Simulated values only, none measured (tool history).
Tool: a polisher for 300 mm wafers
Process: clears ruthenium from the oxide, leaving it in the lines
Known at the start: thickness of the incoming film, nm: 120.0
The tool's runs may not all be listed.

run	hour	flow of slurry (ml/min)	pressure of the wafer on the pad (kPa)	speed of the pad under the wafer (cm/s)	overpolish time after the end point (s)	time until the end point was called (s)
1	0.0	175	11.7	100	41	137.190
2	1.1	175	11.7	90	41	156.340
3	6.4	175	13.1	94	41	138.030
4	14.3	175	14.5	100	41	113.320
5	22.7	175	15.2	102	41	110.490
6	26.5	175	15.2	102	44	108.330
7	35.1	180	18.6	114	44	79.781

Forecast run 8:
8	43.7	180	18.6	116	44	?

time until the end point was called (s): 74.850
